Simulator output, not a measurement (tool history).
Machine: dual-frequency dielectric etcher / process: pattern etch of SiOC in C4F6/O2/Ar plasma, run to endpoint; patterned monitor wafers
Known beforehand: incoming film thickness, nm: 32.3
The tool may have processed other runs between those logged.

{"run": 1, "day": 0.0, "bias power (W)": 487, "source power (W)": 300, "endpoint time (s)": 12.188}
{"run": 2, "day": 0.242, "bias power (W)": 529, "source power (W)": 300, "endpoint time (s)": 11.613}
{"run": 3, "day": 0.408, "bias power (W)": 529, "source power (W)": 270, "endpoint time (s)": 12.212}
{"run": 4, "day": 0.775, "bias power (W)": 514, "source power (W)": 270, "endpoint time (s)": 12.375}
{"run": 5, "day": 1.121, "bias power (W)": 582, "source power (W)": 270, "endpoint time (s)": 11.627}
{"run": 6, "day": 1.3, "bias power (W)": 582, "source power (W)": 220, "endpoint time (s)": 12.683}
{"run": 7, "day": 1.442, "bias power (W)": 576, "source power (W)": 220, "endpoint time (s)": 12.759}

Run 8 comes next. What will it give?
{"run": 8, "day": 1.704, "bias power (W)": 571, "source power (W)": 220, "endpoint time (s)": "?"}

endpoint time (s): 12.619
